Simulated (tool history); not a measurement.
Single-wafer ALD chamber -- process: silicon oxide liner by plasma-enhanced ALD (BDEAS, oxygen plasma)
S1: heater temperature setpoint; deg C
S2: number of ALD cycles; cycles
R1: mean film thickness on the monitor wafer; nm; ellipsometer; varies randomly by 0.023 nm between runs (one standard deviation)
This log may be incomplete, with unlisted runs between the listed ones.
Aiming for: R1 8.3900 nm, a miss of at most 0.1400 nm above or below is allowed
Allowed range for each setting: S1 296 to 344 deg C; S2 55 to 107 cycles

{"run": 1, "hour": 0.0, "S1": 320, "S2": 81, "R1": 6.7466}
{"run": 2, "hour": 3.8, "S1": 320, "S2": 70, "R1": 5.8259}
{"run": 3, "hour": 11.1, "S1": 319, "S2": 78, "R1": 6.5118}
{"run": 4, "hour": 16.7, "S1": 315, "S2": 78, "R1": 6.5377}
{"run": 5, "hour": 23.7, "S1": 315, "S2": 67, "R1": 5.6096}
{"run": 6, "hour": 29.0, "S1": 309, "S2": 67, "R1": 5.6534}
{"run": 7, "hour": 37.0, "S1": 308, "S2": 76, "R1": 6.4445}
{"run": 8, "hour": 39.0, "S1": 307, "S2": 81, "R1": 6.8908}
{"run": 9, "hour": 41.2, "S1": 306, "S2": 85, "R1": 7.2225}
{"run": 10, "hour": 47.2, "S1": 306, "S2": 88, "R1": 7.4641}

Exercise: of the 4 proposed moves below, exactly one satisfies all targets within the stated allowed misses. Which move is it?
{"run": "A", "hour": 53.2, "S1": 300, "S2": 93, "R1": "?"}
{"run": "B", "hour": 53.2, "S1": 301, "S2": 98, "R1": "?"}
{"run": "C", "hour": 53.2, "S1": 305, "S2": 82, "R1": "?"}
{"run": "D", "hour": 53.2, "S1": 309, "S2": 83, "R1": "?"}

move=A R1=7.9332
move=B R1=8.3479
move=C R1=6.9456
move=D R1=6.9905
A: better than the last run, though not everything is in spec
B: every result lands within tolerance
C: its largest miss is bigger than the last run's
D: its largest miss is bigger than the last run's
Move B is the one to make.
